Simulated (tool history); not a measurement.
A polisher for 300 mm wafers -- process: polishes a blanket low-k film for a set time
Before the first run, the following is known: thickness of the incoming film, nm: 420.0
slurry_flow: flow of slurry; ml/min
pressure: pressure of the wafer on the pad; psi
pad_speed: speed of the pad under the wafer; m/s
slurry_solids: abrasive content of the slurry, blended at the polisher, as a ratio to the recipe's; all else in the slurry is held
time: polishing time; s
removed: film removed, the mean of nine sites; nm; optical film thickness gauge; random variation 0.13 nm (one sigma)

{"run": 1, "hour": 0.0, "slurry_flow": 220, "pressure": 1.8, "pad_speed": 0.78, "slurry_solids": 1, "time": 82, "removed": 24.554}
{"run": 2, "hour": 7.5, "slurry_flow": 220, "pressure": 1.8, "pad_speed": 0.78, "slurry_solids": 0.8, "time": 82, "removed": 21.629}
{"run": 3, "hour": 10.1, "slurry_flow": 170, "pressure": 1.8, "pad_speed": 0.78, "slurry_solids": 0.8, "time": 82, "removed": 20.05}
{"run": 4, "hour": 12.0, "slurry_flow": 170, "pressure": 1.8, "pad_speed": 0.78, "slurry_solids": 0.8, "time": 86, "removed": 21.266}
{"run": 5, "hour": 17.0, "slurry_flow": 170, "pressure": 1.8, "pad_speed": 0.78, "slurry_solids": 0.7, "time": 86, "removed": 19.901}
{"hour": 22.7, "done": "slurry nozzle cleaned"}
{"run": 6, "hour": 22.7, "slurry_flow": 165, "pressure": 1.7, "pad_speed": 0.78, "slurry_solids": 0.7, "time": 86, "removed": 20.643}
{"run": 7, "hour": 25.2, "slurry_flow": 175, "pressure": 1.2, "pad_speed": 0.74, "slurry_solids": 0.7, "time": 86, "removed": 14.733}
{"run": 8, "hour": 27.1, "slurry_flow": 185, "pressure": 1.2, "pad_speed": 0.74, "slurry_solids": 0.7, "time": 86, "removed": 14.964}
{"run": 9, "hour": 33.2, "slurry_flow": 185, "pressure": 1.2, "pad_speed": 0.74, "slurry_solids": 0.7, "time": 86, "removed": 14.405}

For run 10, what comes out?
{"run": 10, "hour": 36.4, "slurry_flow": 210, "pressure": 1.4, "pad_speed": 0.74, "slurry_solids": 0.7, "time": 86, "removed": "?"}

Logged for run 10: removed 17.304 nm.
